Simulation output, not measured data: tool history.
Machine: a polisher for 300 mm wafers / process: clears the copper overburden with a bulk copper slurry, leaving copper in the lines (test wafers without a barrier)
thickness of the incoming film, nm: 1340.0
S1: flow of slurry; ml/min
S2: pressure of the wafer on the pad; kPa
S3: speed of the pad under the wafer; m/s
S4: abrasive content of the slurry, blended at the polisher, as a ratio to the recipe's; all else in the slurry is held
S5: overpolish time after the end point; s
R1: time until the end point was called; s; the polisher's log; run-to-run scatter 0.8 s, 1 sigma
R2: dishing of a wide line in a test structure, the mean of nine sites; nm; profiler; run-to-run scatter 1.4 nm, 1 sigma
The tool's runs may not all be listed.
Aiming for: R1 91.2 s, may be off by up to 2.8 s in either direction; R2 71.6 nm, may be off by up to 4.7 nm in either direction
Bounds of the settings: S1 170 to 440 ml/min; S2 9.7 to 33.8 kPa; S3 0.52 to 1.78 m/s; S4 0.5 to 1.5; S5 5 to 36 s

| run | hour | S1 | S2 | S3 | S4 | S5 | R1 | R2 |
|---|---|---|---|---|---|---|---|---|
| 1 | 0 | 280 | 21.4 | 1.14 | 1 | 18 | 137.85 | 98.826 |
| 2 | 0.6 | 280 | 22.8 | 1.18 | 1 | 15 | 128.7 | 99.351 |
| 3 | 1.9 | 280 | 22.8 | 1.18 | 1.1 | 15 | 126.45 | 97.607 |
| 4 | 10.4 | 305 | 22.8 | 1.26 | 1.2 | 13 | 115.5 | 94.74 |
| 5 | 18.9 | 270 | 22.8 | 1.26 | 1.2 | 13 | 115.12 | 90.403 |
| 6 | 27.5 | 250 | 23.4 | 1.28 | 1.25 | 11 | 112.95 | 87.183 |
| 7 | 31.4 | 230 | 23.4 | 1.34 | 1.3 | 10 | 107.16 | 83.918 |
| 8 | 34.9 | 215 | 23.4 | 1.36 | 1.35 | 9 | 106.79 | 75.667 |
| 9 | 41.6 | 215 | 24.1 | 1.38 | 1.35 | 8 | 103.78 | 69.5 |
| 10 | 43.9 | 230 | 24.8 | 1.38 | 1.35 | 8 | 101.22 | 75.896 |
| 11 | 44.8 | 230 | 25.5 | 1.38 | 1.35 | 7 | 99.009 | 66.615 |
| 12 | 53 | 240 | 27.6 | 1.38 | 1.35 | 8 | 91.751 | 77.991 |
| 13 | 57.2 | 240 | 27.6 | 1.4 | 1.35 | 5 | 91.988 | 54.31 |
| 14 | 61.2 | 240 | 27.6 | 1.4 | 1.4 | 5 | 91.564 | 54.802 |
| 15 | 63.7 | 230 | 27.6 | 1.4 | 1.4 | 5 | 91.202 | 55.283 |
| 16 | 67.7 | 225 | 27.6 | 1.42 | 1.4 | 6 | 90.606 | 63.342 |
| 17 | 70.6 | 220 | 27.6 | 1.42 | 1.4 | 6 | 92.199 | 61.736 |

Of the 4 settings listed for the next run, only one would bring every result within its allowed miss of target. Which one?
| A | 73.5 | 210 | 31 | 1.36 | 1.3 | 5 | ? | ? |
| B | 73.5 | 170 | 29 | 1.46 | 1.25 | 7 | ? | ? |
| C | 73.5 | 200 | 29.6 | 1.28 | 1.4 | 7 | ? | ? |
| D | 73.5 | 240 | 28.3 | 1.34 | 1.45 | 5 | ? | ? |

| move | R1 | R2 |
|---|---|---|
| A | 88.101 | 56.871 |
| B | 90.367 | 73.211 |
| C | 95.714 | 70.008 |
| D | 91.606 | 54.816 |
A: lands further from the targets than the last run did
B: hits every target within its allowed miss
C: the worst result of the last run now meets its target, but another is out of spec
D: lands further from the targets than the last run did
Move B is the one to make.

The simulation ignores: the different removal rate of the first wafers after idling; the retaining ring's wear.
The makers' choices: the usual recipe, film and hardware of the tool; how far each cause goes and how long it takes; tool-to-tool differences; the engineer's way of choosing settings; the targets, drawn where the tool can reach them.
